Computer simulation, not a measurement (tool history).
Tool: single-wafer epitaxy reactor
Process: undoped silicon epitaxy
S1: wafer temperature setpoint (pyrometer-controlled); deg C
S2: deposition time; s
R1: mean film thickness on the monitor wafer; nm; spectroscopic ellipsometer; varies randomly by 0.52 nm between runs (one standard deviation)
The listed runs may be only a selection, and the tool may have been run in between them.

| run | hour | S1 | S2 | R1 |
|---|---|---|---|---|
| 1 | 0.0 | 625 | 577 | 65.266 |
| 2 | 7.2 | 629 | 577 | 70.578 |
| 3 | 9.0 | 629 | 544 | 67.540 |
| 4 | 15.3 | 631 | 545 | 69.797 |
| 5 | 23.6 | 633 | 546 | 72.672 |
| 6 | 30.2 | 633 | 485 | 64.945 |
| 7 | 31.5 | 635 | 486 | 67.611 |

Run 8 comes next. What will it give?
| 8 | 36.3 | 637 | 487 | ? |

Run 8 gave R1 71.220 nm.

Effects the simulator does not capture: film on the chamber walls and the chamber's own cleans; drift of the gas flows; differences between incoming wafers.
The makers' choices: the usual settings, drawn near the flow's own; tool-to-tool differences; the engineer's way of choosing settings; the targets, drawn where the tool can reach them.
